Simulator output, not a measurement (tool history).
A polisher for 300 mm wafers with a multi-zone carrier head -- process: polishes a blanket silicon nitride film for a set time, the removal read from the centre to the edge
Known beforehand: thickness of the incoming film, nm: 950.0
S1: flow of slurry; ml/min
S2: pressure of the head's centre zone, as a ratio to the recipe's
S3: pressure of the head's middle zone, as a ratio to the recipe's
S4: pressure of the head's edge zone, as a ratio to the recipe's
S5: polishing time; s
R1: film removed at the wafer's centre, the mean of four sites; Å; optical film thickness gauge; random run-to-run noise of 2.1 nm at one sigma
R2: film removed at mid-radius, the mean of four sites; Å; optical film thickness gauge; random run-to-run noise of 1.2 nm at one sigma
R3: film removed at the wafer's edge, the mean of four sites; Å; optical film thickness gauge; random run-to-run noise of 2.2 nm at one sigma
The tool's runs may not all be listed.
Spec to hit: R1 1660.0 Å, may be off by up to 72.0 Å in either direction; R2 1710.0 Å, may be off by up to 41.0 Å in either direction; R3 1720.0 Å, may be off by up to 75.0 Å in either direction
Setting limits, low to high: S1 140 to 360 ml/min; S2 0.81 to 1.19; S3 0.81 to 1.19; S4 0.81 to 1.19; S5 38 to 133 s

Run 1, hour 0.0: S1 230 ml/min, S2 1.00, S3 1.00, S4 1.00, S5 85 s. Result: R1 1102.4 Å, R2 1135.2 Å, R3 1160.1 Å.
Run 2, hour 5.0: S1 235 ml/min, S2 1.01, S3 1.01, S4 1.02, S5 88 s. Result: R1 1152.4 Å, R2 1171.0 Å, R3 1189.8 Å.
Run 3, hour 12.4: S1 235 ml/min, S2 1.01, S3 1.01, S4 1.02, S5 108 s. Result: R1 1447.2 Å, R2 1465.1 Å, R3 1491.3 Å.
Run 4, hour 20.5: S1 235 ml/min, S2 1.01, S3 0.95, S4 1.02, S5 108 s. Result: R1 1446.8 Å, R2 1394.0 Å, R3 1513.0 Å.
Run 5, hour 21.8: S1 235 ml/min, S2 1.01, S3 1.03, S4 1.02, S5 108 s. Result: R1 1418.0 Å, R2 1481.4 Å, R3 1478.3 Å.
Run 6, hour 30.7: S1 240 ml/min, S2 1.01, S3 1.03, S4 1.03, S5 109 s. Result: R1 1448.0 Å, R2 1515.1 Å, R3 1490.0 Å.
Run 7, hour 34.5: S1 240 ml/min, S2 1.01, S3 1.03, S4 1.03, S5 110 s. Result: R1 1451.8 Å, R2 1520.8 Å, R3 1511.1 Å.
Run 8, hour 37.1: S1 240 ml/min, S2 1.01, S3 1.03, S4 1.04, S5 111 s. Result: R1 1458.0 Å, R2 1530.9 Å, R3 1512.9 Å.
Run 9, hour 45.1: S1 240 ml/min, S2 1.01, S3 1.03, S4 1.03, S5 112 s. Result: R1 1478.0 Å, R2 1526.9 Å, R3 1518.3 Å.
Run 10, hour 50.6: S1 240 ml/min, S2 1.01, S3 1.03, S4 1.03, S5 113 s. Result: R1 1494.7 Å, R2 1561.2 Å, R3 1545.9 Å.
Run 11, hour 56.5: S1 240 ml/min, S2 1.01, S3 1.03, S4 1.03, S5 114 s. Result: R1 1497.2 Å, R2 1569.2 Å, R3 1567.2 Å.
Run 12, hour 60.4: S1 240 ml/min, S2 1.01, S3 1.03, S4 1.03, S5 115 s. Result: R1 1535.6 Å, R2 1578.5 Å, R3 1607.2 Å.

Next run, 5 choices. One meets every target within its allowed miss, the rest don't. Which?
Run A, hour 64.3: S1 195 ml/min, S2 1.07, S3 1.14, S4 1.11, S5 109 s. Result: R1 ?, R2 ?, R3 ?.
Run B, hour 64.3: S1 220 ml/min, S2 0.96, S3 0.96, S4 1.01, S5 118 s. Result: R1 ?, R2 ?, R3 ?.
Run C, hour 64.3: S1 250 ml/min, S2 0.94, S3 1.08, S4 1.12, S5 119 s. Result: R1 ?, R2 ?, R3 ?.
Run D, hour 64.3: S1 265 ml/min, S2 0.92, S3 1.18, S4 1.06, S5 108 s. Result: R1 ?, R2 ?, R3 ?.
Run E, hour 64.3: S1 350 ml/min, S2 1.01, S3 1.00, S4 0.99, S5 122 s. Result: R1 ?, R2 ?, R3 ?.

move      R1      R2      R3
   A  1440.6  1573.1  1551.8
   B  1469.8  1500.5  1629.6
   C  1489.8  1701.1  1750.1
   D  1342.9  1678.1  1551.1
   E  1671.4  1692.1  1735.6
A: roughly where the last run was
B: moves away from the targets compared with the last run
C: corrects the largest miss of the last run, while another result sits out of spec
D: corrects the largest miss of the last run, while another result sits out of spec
E: in spec on every target
Go with E: it meets all targets.

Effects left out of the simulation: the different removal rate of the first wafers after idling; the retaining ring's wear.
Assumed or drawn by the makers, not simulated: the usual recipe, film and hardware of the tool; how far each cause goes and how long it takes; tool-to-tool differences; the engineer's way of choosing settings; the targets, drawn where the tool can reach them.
